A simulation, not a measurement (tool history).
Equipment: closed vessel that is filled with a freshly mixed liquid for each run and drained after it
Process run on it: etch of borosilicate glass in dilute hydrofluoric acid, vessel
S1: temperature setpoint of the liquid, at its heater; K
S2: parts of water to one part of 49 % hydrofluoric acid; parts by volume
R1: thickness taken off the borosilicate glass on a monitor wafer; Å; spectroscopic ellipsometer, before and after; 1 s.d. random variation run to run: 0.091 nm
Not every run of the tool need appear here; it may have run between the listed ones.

run 1 hour=0.0 | S1=298.15 S2=55 time_in_the_liquid_(s)=95 | R1=538.98
run 2 hour=7.0 | S1=295.65 S2=60 time_in_the_liquid_(s)=95 | R1=443.15
run 3 hour=13.0 | S1=295.65 S2=50 time_in_the_liquid_(s)=95 | R1=534.26
run 4 hour=21.4 | S1=295.65 S2=30 time_in_the_liquid_(s)=95 | R1=915.36
run 5 hour=24.4 | S1=294.15 S2=45 time_in_the_liquid_(s)=95 | R1=561.04
run 6 hour=32.2 | S1=294.15 S2=30 time_in_the_liquid_(s)=95 | R1=860.70
run 7 hour=39.9 | S1=293.15 S2=40 time_in_the_liquid_(s)=95 | R1=612.19

Estimate the outcome of run 8 from the log above:
run 8 hour=43.6 | S1=292.15 S2=50 time_in_the_liquid_(s)=95 | R1=?

R1: 461.63 Å

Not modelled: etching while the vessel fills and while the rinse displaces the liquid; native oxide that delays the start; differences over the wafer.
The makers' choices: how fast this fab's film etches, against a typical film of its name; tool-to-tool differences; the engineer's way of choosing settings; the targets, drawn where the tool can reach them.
